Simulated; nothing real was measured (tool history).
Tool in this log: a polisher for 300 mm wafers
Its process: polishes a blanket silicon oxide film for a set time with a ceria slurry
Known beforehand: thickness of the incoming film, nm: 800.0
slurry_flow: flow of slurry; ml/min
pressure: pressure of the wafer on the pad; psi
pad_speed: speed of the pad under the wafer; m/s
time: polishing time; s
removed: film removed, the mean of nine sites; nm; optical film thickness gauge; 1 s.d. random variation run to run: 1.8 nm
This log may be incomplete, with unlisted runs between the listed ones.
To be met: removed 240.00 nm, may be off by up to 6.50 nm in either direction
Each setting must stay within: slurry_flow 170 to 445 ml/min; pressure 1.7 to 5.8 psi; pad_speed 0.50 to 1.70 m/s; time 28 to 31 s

| run | hour | slurry_flow | pressure | pad_speed | time | removed |
|---|---|---|---|---|---|---|
| 1 | 0.0 | 285 | 3.7 | 1.10 | 31 | 149.34 |
| 2 | 1.8 | 285 | 4.6 | 1.10 | 31 | 183.35 |
| 3 | 8.0 | 215 | 4.6 | 1.10 | 31 | 178.44 |
| 4 | 13.3 | 225 | 4.9 | 1.10 | 31 | 189.64 |
| 5 | 21.0 | 225 | 5.2 | 1.10 | 31 | 201.88 |
| 6 | 26.4 | 235 | 5.3 | 1.10 | 31 | 209.00 |
| 7 | 29.3 | 235 | 5.3 | 1.10 | 31 | 207.78 |
| 8 | 33.7 | 245 | 5.4 | 1.10 | 31 | 215.05 |
| 9 | 37.7 | 260 | 5.5 | 1.10 | 31 | 217.65 |
| 10 | 43.5 | 260 | 5.6 | 1.10 | 31 | 222.85 |
| 11 | 46.7 | 260 | 5.7 | 1.12 | 31 | 229.42 |

Which one of the following 4 next-run settings gets every result inside its allowed miss? There is exactly one.
| A | 49.9 | 265 | 5.8 | 1.18 | 29 | ? |
| B | 49.9 | 190 | 5.8 | 1.32 | 31 | ? |
| C | 49.9 | 235 | 5.6 | 1.26 | 30 | ? |
| D | 49.9 | 285 | 5.6 | 1.08 | 31 | ? |

| move | removed |
|---|---|
| A | 227.75 |
| B | 256.80 |
| C | 237.87 |
| D | 219.43 |
A: its largest miss is bigger than the last run's
B: takes the result that was furthest off past its target
C: each result inside its tolerance
D: its largest miss is bigger than the last run's
Correct choice: C, which meets every target
